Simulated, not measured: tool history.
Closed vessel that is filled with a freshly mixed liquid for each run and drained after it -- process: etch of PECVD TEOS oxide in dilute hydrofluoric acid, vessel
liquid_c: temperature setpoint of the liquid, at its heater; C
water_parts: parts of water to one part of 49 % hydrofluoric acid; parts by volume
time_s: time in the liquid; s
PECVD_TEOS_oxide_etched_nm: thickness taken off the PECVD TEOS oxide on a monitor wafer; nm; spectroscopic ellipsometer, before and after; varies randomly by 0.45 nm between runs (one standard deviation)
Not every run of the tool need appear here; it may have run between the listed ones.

| run | hour | liquid_c | water_parts | time_s | PECVD_TEOS_oxide_etched_nm |
|---|---|---|---|---|---|
| 1 | 0.0 | 25.0 | 85 | 105 | 34.411 |
| 2 | 2.7 | 26.0 | 85 | 105 | 35.680 |
| 3 | 4.2 | 27.0 | 85 | 105 | 37.464 |
| 4 | 12.1 | 28.0 | 85 | 105 | 38.925 |
| 5 | 19.9 | 28.0 | 60 | 105 | 56.762 |
| 6 | 23.0 | 28.0 | 35 | 105 | 101.300 |
| 7 | 24.6 | 26.5 | 40 | 105 | 82.775 |
| 8 | 27.1 | 25.0 | 40 | 105 | 77.670 |

Run 9 comes next. What will it give?
| 9 | 29.6 | 24.0 | 40 | 105 | ? |

PECVD_TEOS_oxide_etched_nm: 74.712 nm
